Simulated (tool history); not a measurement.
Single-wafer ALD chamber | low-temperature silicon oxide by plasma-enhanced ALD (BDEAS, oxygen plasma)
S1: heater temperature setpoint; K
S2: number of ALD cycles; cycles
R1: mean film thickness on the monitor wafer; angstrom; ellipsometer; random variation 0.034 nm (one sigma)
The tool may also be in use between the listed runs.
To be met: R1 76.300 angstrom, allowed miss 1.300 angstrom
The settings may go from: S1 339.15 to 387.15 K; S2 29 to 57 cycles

{"run": 1, "day": 0.0, "S1": 363.15, "S2": 43, "R1": 67.143}
{"run": 2, "day": 0.317, "S1": 363.15, "S2": 46, "R1": 71.87}
{"run": 3, "day": 0.379, "S1": 369.15, "S2": 46, "R1": 70.461}
{"run": 4, "day": 0.567, "S1": 366.15, "S2": 46, "R1": 71.043}
{"run": 5, "day": 0.642, "S1": 366.15, "S2": 41, "R1": 63.153}
{"run": 6, "day": 0.846, "S1": 363.15, "S2": 42, "R1": 65.197}
{"run": 7, "day": 0.888, "S1": 361.15, "S2": 43, "R1": 66.77}
{"run": 8, "day": 1.246, "S1": 361.15, "S2": 43, "R1": 67.183}
{"run": 9, "day": 1.45, "S1": 359.15, "S2": 44, "R1": 69.622}
{"run": 10, "day": 1.754, "S1": 347.15, "S2": 45, "R1": 73.776}
{"run": 11, "day": 2.017, "S1": 347.15, "S2": 45, "R1": 73.539}
{"run": 12, "day": 2.133, "S1": 346.15, "S2": 45, "R1": 73.631}
{"run": 13, "day": 2.254, "S1": 345.15, "S2": 45, "R1": 73.981}
{"run": 14, "day": 2.367, "S1": 344.15, "S2": 45, "R1": 74.708}
{"run": 15, "day": 2.396, "S1": 343.15, "S2": 45, "R1": 74.277}

Which of these 5 next moves meets every target?
{"run": "A", "day": 2.425, "S1": 342.15, "S2": 44, "R1": "?"}
{"run": "B", "day": 2.425, "S1": 345.15, "S2": 44, "R1": "?"}
{"run": "C", "day": 2.425, "S1": 350.15, "S2": 44, "R1": "?"}
{"run": "D", "day": 2.425, "S1": 340.15, "S2": 44, "R1": "?"}
{"run": "E", "day": 2.425, "S1": 339.15, "S2": 46, "R1": "?"}

move=A R1=72.432
move=B R1=71.806
move=C R1=70.763
move=D R1=72.850
move=E R1=76.379
A: further off than the last run
B: further off than the last run
C: further off than the last run
D: further off than the last run
E: meets every target
Move E is the one to make.
